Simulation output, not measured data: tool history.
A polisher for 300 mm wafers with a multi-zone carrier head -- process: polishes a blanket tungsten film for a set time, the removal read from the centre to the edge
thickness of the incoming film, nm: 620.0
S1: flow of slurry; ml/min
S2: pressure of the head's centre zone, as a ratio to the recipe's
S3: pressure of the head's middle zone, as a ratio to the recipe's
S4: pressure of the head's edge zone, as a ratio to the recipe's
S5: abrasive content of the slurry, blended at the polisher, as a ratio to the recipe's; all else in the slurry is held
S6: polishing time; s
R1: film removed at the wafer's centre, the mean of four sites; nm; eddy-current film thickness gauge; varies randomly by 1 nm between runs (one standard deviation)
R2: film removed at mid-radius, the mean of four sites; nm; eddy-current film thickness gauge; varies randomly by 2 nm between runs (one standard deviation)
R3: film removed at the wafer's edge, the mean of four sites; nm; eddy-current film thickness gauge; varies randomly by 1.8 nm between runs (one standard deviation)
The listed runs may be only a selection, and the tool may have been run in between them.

run,hour,S1,S2,S3,S4,S5,S6,R1,R2,R3
1,0,235,1,1,1,1,32,217.13,210.87,216.35
2,5.2,235,1,1,1,1.1,32,224.67,222.51,223.71
3,6,235,1,1,0.94,1.1,32,224.05,228.69,223.02
4,8.8,235,0.93,1,0.94,1.1,32,212.53,219.96,216.8
5,12.5,230,0.92,0.99,0.95,1.05,32,206.34,213.41,215.69
6,17,180,0.92,0.99,0.95,1.05,32,203.86,214.62,209.6
7,24.7,180,0.91,0.98,0.95,1,32,194.97,209.99,210.82
8,29.9,190,0.92,0.97,0.95,0.95,32,197.37,204.52,205.23
9,31.4,190,0.91,0.96,0.95,0.9,32,189.24,192.89,203.81
10,37.6,190,0.91,0.95,0.94,0.9,32,189.41,191.64,202.23
11,45.9,190,0.9,0.94,0.93,0.9,32,189.42,192.97,199.84
12,47.9,190,0.89,0.93,0.93,0.9,32,187.17,195.53,199.73
13,56.1,195,0.89,0.93,0.94,0.85,32,185.11,188.62,195.43
14,64.7,175,0.83,0.83,0.97,0.7,32,163.67,157.85,181.92
15,70.7,180,0.83,0.83,0.97,0.7,32,162.24,157.22,183.42

Run 16 has not been measured yet. What should we expect?
16,71.2,185,0.83,0.83,0.97,0.7,32,?,?,?

{"run 16": {"R1": 161.07, "R2": 159.09, "R3": 183.66}}

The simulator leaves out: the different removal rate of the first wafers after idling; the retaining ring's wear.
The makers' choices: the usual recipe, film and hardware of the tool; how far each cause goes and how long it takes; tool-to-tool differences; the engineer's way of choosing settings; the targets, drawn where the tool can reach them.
